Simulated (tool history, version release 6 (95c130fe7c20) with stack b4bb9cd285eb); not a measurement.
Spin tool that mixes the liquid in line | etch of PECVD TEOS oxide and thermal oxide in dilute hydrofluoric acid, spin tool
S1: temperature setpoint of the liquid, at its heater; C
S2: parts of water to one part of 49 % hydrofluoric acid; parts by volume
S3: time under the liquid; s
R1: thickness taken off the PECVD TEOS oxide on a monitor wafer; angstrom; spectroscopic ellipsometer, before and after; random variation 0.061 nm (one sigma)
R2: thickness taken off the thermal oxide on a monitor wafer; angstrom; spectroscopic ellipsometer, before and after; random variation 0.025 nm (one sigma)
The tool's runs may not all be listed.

run	hour	S1	S2	S3	R1	R2
1	0.0	24.0	205	180	124.090	38.296
2	3.7	22.0	215	180	107.570	33.689
3	5.9	22.0	215	145	86.712	27.511
4	11.9	22.0	280	145	62.962	19.169
5	16.0	23.0	275	140	64.560	20.252
6	24.5	24.5	275	140	67.580	21.319

Forecast run 7:
7	31.7	25.0	275	140	?	?

{"run 7": {"R1": 68.335, "R2": 21.826}}
